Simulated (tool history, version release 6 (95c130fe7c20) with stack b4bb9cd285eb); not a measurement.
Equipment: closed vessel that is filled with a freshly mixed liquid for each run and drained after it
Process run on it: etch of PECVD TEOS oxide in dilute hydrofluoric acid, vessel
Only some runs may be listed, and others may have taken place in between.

run  hour  temperature setpoint of the liquid (C)  parts of water to one part of 49 % hydrofluoric acid (parts by volume)  time in the liquid (s)  thickness taken off the PECVD TEOS oxide on a monitor wafer (nm)
  1     0                                      24                                                                     260                     325                                                            21.016
  2   3.3                                      22                                                                     260                     325                                                            19.653
  3    11                                      22                                                                     260                     325                                                            19.286
  4  17.9                                    23.5                                                                     255                     325                                                            21.049
  5  19.4                                    24.5                                                                     250                     325                                                            22.831
  6  21.5                                    24.5                                                                     250                     255                                                            17.399
  7  26.9                                      25                                                                     230                     255                                                              19.9
  8  35.9                                    25.5                                                                     215                     255                                                            21.858

Run 9 has not been measured yet. What should we expect?
  9  39.1                                      26                                                                     205                     255                                                                 ?

thickness taken off the PECVD TEOS oxide on a monitor wafer (nm): 23.787
